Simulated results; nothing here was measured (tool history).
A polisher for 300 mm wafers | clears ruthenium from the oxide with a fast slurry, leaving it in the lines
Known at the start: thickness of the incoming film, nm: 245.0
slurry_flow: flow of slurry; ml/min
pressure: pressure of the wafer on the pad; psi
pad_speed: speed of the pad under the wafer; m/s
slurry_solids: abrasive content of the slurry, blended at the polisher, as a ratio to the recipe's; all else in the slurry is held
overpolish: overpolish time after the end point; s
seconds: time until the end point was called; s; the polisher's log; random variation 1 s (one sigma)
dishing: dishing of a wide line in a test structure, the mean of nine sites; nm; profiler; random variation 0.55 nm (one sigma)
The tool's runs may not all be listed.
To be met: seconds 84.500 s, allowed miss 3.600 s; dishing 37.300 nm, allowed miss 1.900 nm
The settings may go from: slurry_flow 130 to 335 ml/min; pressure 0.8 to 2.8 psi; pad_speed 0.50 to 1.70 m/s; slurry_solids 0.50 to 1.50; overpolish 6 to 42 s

run  hour  slurry_flow  pressure  pad_speed  slurry_solids  overpolish  seconds  dishing
  1   0.0          215       1.8       1.10           1.00          21   68.647   46.022
  2   6.2          215       1.7       1.10           1.00          21   73.980   45.431
  3   9.9          215       2.0       1.10           1.00          21   63.620   50.247
  4  17.7          215       1.9       1.10           1.00          21   66.429   48.801
  5  19.1          265       1.9       1.10           1.00          21   64.918   49.068
  6  21.1          265       1.9       1.10           1.15          21   61.120   52.027
  7  27.3          265       1.8       1.10           1.15          20   64.192   49.154
  8  30.5          260       1.3       1.08           1.15          16   91.616   32.507

Which of these 5 next moves meets every target?
  A  33.7          235       2.0       0.76           1.15          18        ?        ?
  B  33.7          255       1.1       1.12           1.15          23        ?        ?
  C  33.7          285       1.4       1.06           1.15          16        ?        ?
  D  33.7          275       0.9       1.24           1.40          21        ?        ?
  E  33.7          300       1.0       1.40           1.50          17        ?        ?

move  seconds  dishing
   A   81.851   37.266
   B   99.623   38.609
   C   82.429   33.943
   D   99.654   36.110
   E   77.465   37.209
A: meets every target
B: brings the result that was furthest off to its target, and leaves another outside
C: nearer than the last run, and not there yet
D: brings the result that was furthest off to its target, and leaves another outside
E: brings the result that was furthest off to its target, and leaves another outside
Answer: A
